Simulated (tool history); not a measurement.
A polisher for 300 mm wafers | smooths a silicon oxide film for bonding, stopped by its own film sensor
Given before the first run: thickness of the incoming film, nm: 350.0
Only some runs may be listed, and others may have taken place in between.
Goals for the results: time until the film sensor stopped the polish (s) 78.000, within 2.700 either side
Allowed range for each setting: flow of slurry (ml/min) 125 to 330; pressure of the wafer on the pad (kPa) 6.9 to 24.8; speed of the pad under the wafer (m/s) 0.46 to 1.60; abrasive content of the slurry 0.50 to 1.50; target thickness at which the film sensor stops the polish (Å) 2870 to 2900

| run | hour | flow of slurry (ml/min) | pressure of the wafer on the pad (kPa) | speed of the pad under the wafer (m/s) | abrasive content of the slurry | target thickness at which the film sensor stops the polish (Å) | time until the film sensor stopped the polish (s) |
|---|---|---|---|---|---|---|---|
| 1 | 0.0 | 210 | 15.9 | 1.02 | 1.00 | 2900 | 56.706 |
| 2 | 8.6 | 210 | 18.6 | 1.02 | 1.00 | 2900 | 48.748 |
| 3 | 9.2 | 210 | 16.5 | 1.02 | 1.00 | 2900 | 53.890 |
| 4 | 13.3 | 210 | 15.2 | 1.02 | 1.00 | 2900 | 59.574 |
| 5 | 17.1 | 210 | 15.2 | 1.02 | 1.00 | 2870 | 63.023 |
| 6 | 18.7 | 210 | 14.5 | 1.02 | 1.00 | 2870 | 65.385 |
| 7 | 26.5 | 210 | 13.8 | 1.02 | 1.00 | 2870 | 69.187 |
| 8 | 32.7 | 210 | 13.8 | 1.02 | 1.00 | 2870 | 67.860 |
| 9 | 35.3 | 210 | 13.8 | 1.02 | 1.00 | 2870 | 67.519 |
| 10 | 44.3 | 210 | 13.1 | 1.02 | 1.00 | 2870 | 70.909 |

Consider the 4 candidate settings below. Which is the only one whose results all fall within their allowed miss of target?
| A | 53.3 | 190 | 15.9 | 0.96 | 1.00 | 2870 | ? |
| B | 53.3 | 190 | 11.0 | 1.08 | 1.05 | 2880 | ? |
| C | 53.3 | 245 | 11.0 | 1.24 | 1.15 | 2900 | ? |
| D | 53.3 | 210 | 13.8 | 1.04 | 1.10 | 2880 | ? |

| move | time until the film sensor stopped the polish (s) |
|---|---|
| A | 63.670 |
| B | 79.265 |
| C | 63.849 |
| D | 63.126 |
A: further off than the last run
B: each result inside its tolerance
C: further off than the last run
D: further off than the last run
The move that meets every target is B.
